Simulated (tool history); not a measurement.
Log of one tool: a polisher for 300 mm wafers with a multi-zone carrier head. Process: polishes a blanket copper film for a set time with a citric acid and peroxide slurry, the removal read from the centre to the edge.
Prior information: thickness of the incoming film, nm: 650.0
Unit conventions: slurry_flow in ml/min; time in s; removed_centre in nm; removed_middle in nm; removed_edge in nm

run 1 hour=0 | slurry_flow=265 centre_zone=1 middle_zone=1 edge_zone=1 slurry_solids=1 time=84 | removed_centre=170 removed_middle=166.67 removed_edge=160.58
run 2 hour=0.7 | slurry_flow=265 centre_zone=1 middle_zone=1 edge_zone=1 slurry_solids=1 time=100 | removed_centre=199.18 removed_middle=197.84 removed_edge=188.38
run 3 hour=2.8 | slurry_flow=260 centre_zone=1 middle_zone=0.99 edge_zone=1.02 slurry_solids=1 time=100 | removed_centre=202.29 removed_middle=193.8 removed_edge=188.16
run 4 hour=7.1 | slurry_flow=260 centre_zone=0.92 middle_zone=0.99 edge_zone=1.02 slurry_solids=1 time=100 | removed_centre=186.88 removed_middle=194.54 removed_edge=191.91
run 5 hour=15 | slurry_flow=260 centre_zone=0.92 middle_zone=0.98 edge_zone=1.04 slurry_solids=1 time=100 | removed_centre=184.6 removed_middle=193.08 removed_edge=193.1
run 6 hour=15.9 | slurry_flow=260 centre_zone=0.85 middle_zone=0.98 edge_zone=1.04 slurry_solids=1 time=100 | removed_centre=172.05 removed_middle=194.34 removed_edge=192.8
run 7 hour=20.8 | slurry_flow=265 centre_zone=0.87 middle_zone=0.97 edge_zone=1.05 slurry_solids=1 time=100 | removed_centre=179.27 removed_middle=193.89 removed_edge=193.82

For run 8, what comes out?
run 8 hour=29.2 | slurry_flow=280 centre_zone=0.93 middle_zone=0.89 edge_zone=1.14 slurry_solids=1.05 time=100 | removed_centre=? removed_middle=? removed_edge=?

{"run 8": {"removed_centre": 188.07, "removed_middle": 181.14, "removed_edge": 203.11}}
